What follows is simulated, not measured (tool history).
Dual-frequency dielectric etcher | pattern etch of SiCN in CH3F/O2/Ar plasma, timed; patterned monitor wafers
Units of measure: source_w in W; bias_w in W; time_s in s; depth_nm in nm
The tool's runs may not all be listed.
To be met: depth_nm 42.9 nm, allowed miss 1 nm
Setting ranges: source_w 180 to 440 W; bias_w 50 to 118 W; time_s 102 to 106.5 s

{"run": 1, "hour": 0.0, "source_w": 310, "bias_w": 84, "time_s": 102, "depth_nm": 36.642}
{"run": 2, "hour": 0.8, "source_w": 310, "bias_w": 84, "time_s": 102, "depth_nm": 36.707}
{"run": 3, "hour": 4.7, "source_w": 310, "bias_w": 93, "time_s": 102, "depth_nm": 37.817}
{"run": 4, "hour": 8.2, "source_w": 310, "bias_w": 93, "time_s": 102, "depth_nm": 38.285}
{"run": 5, "hour": 10.4, "source_w": 310, "bias_w": 93, "time_s": 106.5, "depth_nm": 39.402}
{"run": 6, "hour": 19.2, "source_w": 320, "bias_w": 94, "time_s": 106.5, "depth_nm": 39.626}
{"run": 7, "hour": 19.9, "source_w": 330, "bias_w": 98, "time_s": 106.5, "depth_nm": 41.328}
{"run": 8, "hour": 25.4, "source_w": 340, "bias_w": 98, "time_s": 106.5, "depth_nm": 41.767}

Exactly one of the 5 candidate moves below puts every result within its allowed miss. Which one?
{"run": "A", "hour": 30.9, "source_w": 330, "bias_w": 97, "time_s": 105, "depth_nm": "?"}
{"run": "B", "hour": 30.9, "source_w": 350, "bias_w": 98, "time_s": 103, "depth_nm": "?"}
{"run": "C", "hour": 30.9, "source_w": 360, "bias_w": 97, "time_s": 102, "depth_nm": "?"}
{"run": "D", "hour": 30.9, "source_w": 360, "bias_w": 101, "time_s": 106.5, "depth_nm": "?"}
{"run": "E", "hour": 30.9, "source_w": 320, "bias_w": 97, "time_s": 106.5, "depth_nm": "?"}

move=A depth_nm=40.459
move=B depth_nm=40.764
move=C depth_nm=40.672
move=D depth_nm=43.072
move=E depth_nm=40.541
A: the biggest miss grows against the last run
B: the biggest miss grows against the last run
C: the biggest miss grows against the last run
D: all results land within tolerance of their targets
E: the biggest miss grows against the last run
D is the move that brings every result within its allowed miss.
